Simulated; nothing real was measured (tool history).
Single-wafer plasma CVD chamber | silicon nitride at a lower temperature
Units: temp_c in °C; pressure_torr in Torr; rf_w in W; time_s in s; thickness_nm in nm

{"run": 1, "hour": 0.0, "temp_c": 350, "pressure_torr": 1.6, "rf_w": 265, "time_s": 26.3, "thickness_nm": 27.743}
{"run": 2, "hour": 4.6, "temp_c": 342, "pressure_torr": 1.6, "rf_w": 265, "time_s": 26.3, "thickness_nm": 27.999}
{"run": 3, "hour": 7.5, "temp_c": 348, "pressure_torr": 1.6, "rf_w": 265, "time_s": 26.3, "thickness_nm": 27.763}
{"run": 4, "hour": 11.2, "temp_c": 340, "pressure_torr": 1.6, "rf_w": 265, "time_s": 26.3, "thickness_nm": 27.985}
{"run": 5, "hour": 14.9, "temp_c": 340, "pressure_torr": 1.51, "rf_w": 250, "time_s": 26.1, "thickness_nm": 25.816}
{"run": 6, "hour": 16.2, "temp_c": 350, "pressure_torr": 1.51, "rf_w": 250, "time_s": 26.1, "thickness_nm": 25.801}
{"hour": 23.3, "done": "capacitance manometer re-zeroed and calibrated"}
{"run": 7, "hour": 23.3, "temp_c": 350, "pressure_torr": 1.42, "rf_w": 245, "time_s": 26, "thickness_nm": 24.452}

The next listed run, before its measurement:
{"run": 8, "hour": 26.0, "temp_c": 350, "pressure_torr": 1.35, "rf_w": 245, "time_s": 26, "thickness_nm": "?"}

{"run 8": {"thickness_nm": 24.331}}
